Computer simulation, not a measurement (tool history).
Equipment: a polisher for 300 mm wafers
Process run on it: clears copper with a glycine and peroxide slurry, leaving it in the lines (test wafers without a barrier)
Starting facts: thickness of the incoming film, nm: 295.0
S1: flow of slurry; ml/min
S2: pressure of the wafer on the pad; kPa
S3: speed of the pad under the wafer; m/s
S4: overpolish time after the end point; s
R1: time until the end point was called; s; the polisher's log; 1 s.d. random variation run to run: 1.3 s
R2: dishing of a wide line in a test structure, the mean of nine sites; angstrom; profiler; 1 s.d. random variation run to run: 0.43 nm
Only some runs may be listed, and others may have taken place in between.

run  hour   S1    S2    S3  S4      R1      R2
  1   0.0  300  16.5  0.80  27  82.113  605.16
  2   3.5  300  18.6  0.80  27  75.694  645.52
  3  10.2  300  17.9  0.80  25  74.809  603.67
  4  18.2  300  17.9  0.70  25  84.571  545.10
  5  19.4  300  17.9  0.70  24  83.354  526.79
     26.4  -- worn pad replaced by a new one
  6  26.4  300  17.9  0.80  24  67.074  617.68

Run 7 is up next; what results do you expect?
  7  34.9  300  16.5  0.80  23   ?   ?

{"run 7": {"R1": 74.143, "R2": 565.26}}
